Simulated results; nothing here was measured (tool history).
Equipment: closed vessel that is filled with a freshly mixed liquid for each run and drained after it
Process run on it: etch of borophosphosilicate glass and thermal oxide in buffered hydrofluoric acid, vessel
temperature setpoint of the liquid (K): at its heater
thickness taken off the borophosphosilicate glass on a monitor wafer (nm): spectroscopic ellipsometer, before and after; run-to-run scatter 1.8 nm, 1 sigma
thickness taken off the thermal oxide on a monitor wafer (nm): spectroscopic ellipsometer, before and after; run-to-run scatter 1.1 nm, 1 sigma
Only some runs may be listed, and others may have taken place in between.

| run | hour | temperature setpoint of the liquid (K) | parts of 40 % ammonium fluoride to one part of 49 % hydrofluoric acid (parts by volume) | time in the liquid (s) | thickness taken off the borophosphosilicate glass on a monitor wafer (nm) | thickness taken off the thermal oxide on a monitor wafer (nm) |
|---|---|---|---|---|---|---|
| 1 | 0 | 297.15 | 11 | 60 | 111.08 | 75.946 |
| 2 | 7.1 | 299.65 | 11 | 60 | 125.18 | 86.925 |
| 3 | 8.1 | 302.15 | 11 | 60 | 143.24 | 99.134 |
| 4 | 9.3 | 302.15 | 8.5 | 60 | 184.22 | 122.57 |
| 5 | 17.4 | 302.15 | 10.5 | 60 | 149.66 | 102.4 |
| 6 | 18.4 | 302.65 | 10 | 60 | 161.02 | 110.37 |
| 7 | 25 | 303.15 | 10 | 60 | 165.15 | 113.62 |
| 8 | 26.5 | 303.65 | 10 | 60 | 170.24 | 115.49 |

Estimate the outcome of run 9 from the log above:
| 9 | 28.2 | 305.15 | 8.5 | 60 | ? | ? |

Run 9 gave thickness taken off the borophosphosilicate glass on a monitor wafer (nm) 209.64, thickness taken off the thermal oxide on a monitor wafer (nm) 140.25.
